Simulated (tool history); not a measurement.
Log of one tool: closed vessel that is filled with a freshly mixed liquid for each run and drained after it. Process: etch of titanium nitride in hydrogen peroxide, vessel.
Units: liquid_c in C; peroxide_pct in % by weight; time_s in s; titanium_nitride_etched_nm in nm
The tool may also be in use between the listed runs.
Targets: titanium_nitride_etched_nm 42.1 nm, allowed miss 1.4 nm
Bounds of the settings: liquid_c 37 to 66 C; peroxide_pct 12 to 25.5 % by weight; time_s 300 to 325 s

run,day,liquid_c,peroxide_pct,time_s,titanium_nitride_etched_nm
1,0,53,17.5,300,23.237
2,0.288,47.5,17.5,300,15.61
3,0.471,47.5,17.5,325,17.066
4,0.746,47.5,17.5,325,16.985
5,0.846,49,17.5,325,18.354
6,0.988,43.5,17.5,325,12.548
7,1.146,45.5,17.5,325,14.487
8,1.4,47,17.5,325,16.215
9,1.767,48.5,17.5,325,18.046
10,1.929,50,17.5,325,20.24
11,1.971,50,17.5,325,20.301
12,2.112,51,17.5,325,21.289
13,2.379,52,17.5,325,23.395
14,2.625,53,17.5,325,25.095

5 next moves are on the table. One of them brings every result within its allowed miss. Which?
A,2.871,59.5,16.5,325,?
B,2.871,58.5,21.5,325,?
C,2.871,61,14.5,325,?
D,2.871,59.5,18.5,325,?
E,2.871,59.5,17,325,?

move,titanium_nitride_etched_nm
A,38.568
B,38.112
C,41.552
D,39.516
E,38.812
A: nearer than the last run, and not there yet
B: nearer than the last run, and not there yet
C: meets every target
D: nearer than the last run, and not there yet
E: nearer than the last run, and not there yet
Answer: C
